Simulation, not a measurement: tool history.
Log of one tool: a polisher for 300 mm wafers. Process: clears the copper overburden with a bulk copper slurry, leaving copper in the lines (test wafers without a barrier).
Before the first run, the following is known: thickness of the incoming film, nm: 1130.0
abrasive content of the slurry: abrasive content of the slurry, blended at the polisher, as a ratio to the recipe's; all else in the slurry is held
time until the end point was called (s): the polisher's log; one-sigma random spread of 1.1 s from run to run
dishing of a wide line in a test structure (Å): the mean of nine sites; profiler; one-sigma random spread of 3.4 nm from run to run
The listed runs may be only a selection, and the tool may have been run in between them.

run,hour,flow of slurry (ml/min),pressure of the wafer on the pad (kPa),speed of the pad under the wafer (cm/s),abrasive content of the slurry,overpolish time after the end point (s),time until the end point was called (s),dishing of a wide line in a test structure (Å)
1,0,240,15.2,138,1,27,125.86,1224.9
2,1.7,240,17.9,138,1,27,104.83,1356.4
3,2.5,240,17.9,104,1,27,136.47,1193.9
4,5.4,240,17.9,104,1,19,135.87,945.3
5,9.2,240,17.9,104,1.15,19,135.14,983.77
6,10,240,17.9,104,1.15,10,135.47,618.67
7,14.5,235,22.1,108,1.15,23,106.74,1313
8,20.5,235,22.1,108,1.15,24,106.47,1346.5

The next listed run, before its measurement:
9,25.3,235,24.1,106,1.15,35,?,?

{"run 9": {"time until the end point was called (s)": 98.318, "dishing of a wide line in a test structure (Å)": 1677.3}}
